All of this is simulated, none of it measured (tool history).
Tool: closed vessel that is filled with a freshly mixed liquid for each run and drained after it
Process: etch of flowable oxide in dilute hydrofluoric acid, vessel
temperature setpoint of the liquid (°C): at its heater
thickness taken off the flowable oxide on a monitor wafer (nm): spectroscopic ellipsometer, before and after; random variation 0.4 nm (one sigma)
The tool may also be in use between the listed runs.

run  hour  temperature setpoint of the liquid (°C)  parts of water to one part of 49 % hydrofluoric acid (parts by volume)  time in the liquid (s)  thickness taken off the flowable oxide on a monitor wafer (nm)
  1   0.0                                     23.0                                                                     105                      90                                                          27.827
  2   7.2                                     20.0                                                                     105                      90                                                          24.464
  3  11.4                                     17.0                                                                     105                      90                                                          21.689
  4  13.7                                     19.5                                                                     100                      90                                                          25.155
  5  22.6                                     19.5                                                                     100                     100                                                          28.347
  6  29.5                                     19.5                                                                     100                     100                                                          28.665
  7  37.9                                     21.5                                                                     100                     100                                                          30.177

The next listed run, before its measurement:
  8  41.4                                     23.0                                                                      95                     100                                                               ?

{"run 8": {"thickness taken off the flowable oxide on a monitor wafer (nm)": 34.774}}

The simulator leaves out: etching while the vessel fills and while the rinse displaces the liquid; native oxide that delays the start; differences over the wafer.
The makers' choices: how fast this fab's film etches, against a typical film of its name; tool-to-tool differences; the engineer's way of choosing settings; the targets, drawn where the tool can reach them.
